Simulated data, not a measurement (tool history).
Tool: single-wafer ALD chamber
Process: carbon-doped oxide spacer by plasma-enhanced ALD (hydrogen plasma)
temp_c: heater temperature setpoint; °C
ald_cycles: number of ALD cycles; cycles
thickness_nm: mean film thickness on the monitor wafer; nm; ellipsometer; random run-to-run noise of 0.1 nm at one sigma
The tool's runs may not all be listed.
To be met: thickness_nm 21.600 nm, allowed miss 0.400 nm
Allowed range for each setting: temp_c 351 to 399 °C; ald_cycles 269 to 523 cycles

run,hour,temp_c,ald_cycles,thickness_nm
1,0.0,375,396,19.053
2,5.0,375,371,17.886
3,7.9,375,391,18.786
4,10.7,375,406,19.602
5,19.1,375,416,20.131
6,22.5,375,472,22.759
7,24.1,375,466,22.490
8,28.6,375,461,22.146

5 candidate next runs follow, results not yet known. Just one meets every target within its allowed miss. Identify it.
A,33.1,395,448,?
B,33.1,375,469,?
C,33.1,376,470,?
D,33.1,376,465,?
E,33.1,375,467,?

move,thickness_nm
A,21.520
B,22.528
C,22.576
D,22.336
E,22.432
A: hits every target within its allowed miss
B: misses by more than the last run did
C: misses by more than the last run did
D: misses by more than the last run did
E: misses by more than the last run did
Move A is the one to make.
